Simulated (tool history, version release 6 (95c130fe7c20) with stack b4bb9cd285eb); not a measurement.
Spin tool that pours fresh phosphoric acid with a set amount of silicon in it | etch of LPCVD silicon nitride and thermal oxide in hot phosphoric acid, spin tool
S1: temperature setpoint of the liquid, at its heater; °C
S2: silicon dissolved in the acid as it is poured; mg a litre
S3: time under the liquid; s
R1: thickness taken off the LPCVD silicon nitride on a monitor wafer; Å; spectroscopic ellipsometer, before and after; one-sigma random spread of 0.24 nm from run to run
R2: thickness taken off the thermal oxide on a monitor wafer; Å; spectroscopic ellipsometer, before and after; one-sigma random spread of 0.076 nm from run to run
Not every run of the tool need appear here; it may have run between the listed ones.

run 1 hour=0.0 | S1=163.0 S2=27.0 S3=175 | R1=145.67 R2=2.4896
run 2 hour=3.5 | S1=164.0 S2=23.0 S3=195 | R1=169.02 R2=4.4188
run 3 hour=5.5 | S1=164.5 S2=23.5 S3=210 | R1=184.01 R2=4.9761
run 4 hour=13.5 | S1=164.5 S2=23.5 S3=150 | R1=129.57 R2=2.4586
run 5 hour=14.7 | S1=163.5 S2=23.5 S3=150 | R1=127.32 R2=3.1256
run 6 hour=21.4 | S1=164.0 S2=22.0 S3=175 | R1=150.92 R2=3.7151
run 7 hour=22.8 | S1=164.5 S2=21.5 S3=195 | R1=170.55 R2=4.3397
run 8 hour=24.8 | S1=165.0 S2=20.0 S3=210 | R1=186.86 R2=5.4590
run 9 hour=26.8 | S1=165.0 S2=19.5 S3=220 | R1=193.91 R2=5.6549
run 10 hour=28.0 | S1=165.0 S2=18.5 S3=230 | R1=202.85 R2=5.2747

For run 11, what comes out?
run 11 hour=36.4 | S1=165.5 S2=15.5 S3=240 | R1=? R2=?

R1: 217.62 Å
R2: 6.2093 Å
